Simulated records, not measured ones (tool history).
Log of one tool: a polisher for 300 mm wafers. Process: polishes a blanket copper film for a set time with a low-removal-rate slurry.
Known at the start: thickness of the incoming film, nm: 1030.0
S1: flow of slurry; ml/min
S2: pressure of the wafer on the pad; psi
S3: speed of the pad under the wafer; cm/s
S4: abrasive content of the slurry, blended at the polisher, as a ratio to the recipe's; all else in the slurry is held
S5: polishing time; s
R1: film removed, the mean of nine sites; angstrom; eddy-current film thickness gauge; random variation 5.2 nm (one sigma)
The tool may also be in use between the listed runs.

run 1 hour=0.0 | S1=245 S2=2.9 S3=108 S4=1.0 S5=116 | R1=4312.3
run 2 hour=1.3 | S1=245 S2=2.9 S3=108 S4=1.0 S5=116 | R1=4323.1
run 3 hour=5.1 | S1=245 S2=2.9 S3=108 S4=1.0 S5=116 | R1=4376.8
run 4 hour=5.6 | S1=245 S2=2.8 S3=108 S4=1.0 S5=116 | R1=4260.5
run 5 hour=7.2 | S1=245 S2=2.8 S3=108 S4=1.2 S5=116 | R1=4387.6
run 6 hour=7.7 | S1=245 S2=2.8 S3=108 S4=1.3 S5=116 | R1=4420.4
run 7 hour=10.4 | S1=245 S2=2.7 S3=108 S4=1.3 S5=116 | R1=4352.5
run 8 hour=12.9 | S1=245 S2=2.6 S3=108 S4=1.3 S5=116 | R1=4127.0

Forecast run 9:
run 9 hour=21.7 | S1=245 S2=2.5 S3=108 S4=1.3 S5=116 | R1=?

{"run 9": {"R1": 4120.7}}
